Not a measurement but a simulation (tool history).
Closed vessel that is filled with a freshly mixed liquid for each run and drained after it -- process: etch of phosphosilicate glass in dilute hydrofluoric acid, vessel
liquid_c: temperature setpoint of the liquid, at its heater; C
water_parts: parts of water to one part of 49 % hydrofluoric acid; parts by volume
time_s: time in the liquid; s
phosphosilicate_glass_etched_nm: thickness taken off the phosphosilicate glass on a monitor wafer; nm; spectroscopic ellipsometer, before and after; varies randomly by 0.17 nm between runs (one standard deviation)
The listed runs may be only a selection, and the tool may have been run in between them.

run  hour  liquid_c  water_parts  time_s  phosphosilicate_glass_etched_nm
  1     0        23          235     100                           34.161
  2   5.8        23          235     110                           38.432
  3  11.5      22.5          245     110                           35.466
  4  15.6        22          250     110                           33.801
  5  17.7        22          210     110                           41.955
  6  18.5      18.5          210     110                           36.464
  7    20        17          305     110                           21.904

The next listed run, before its measurement:
  8  23.1        17          310     110                                ?

Run 8 measured phosphosilicate_glass_etched_nm 21.602 nm.

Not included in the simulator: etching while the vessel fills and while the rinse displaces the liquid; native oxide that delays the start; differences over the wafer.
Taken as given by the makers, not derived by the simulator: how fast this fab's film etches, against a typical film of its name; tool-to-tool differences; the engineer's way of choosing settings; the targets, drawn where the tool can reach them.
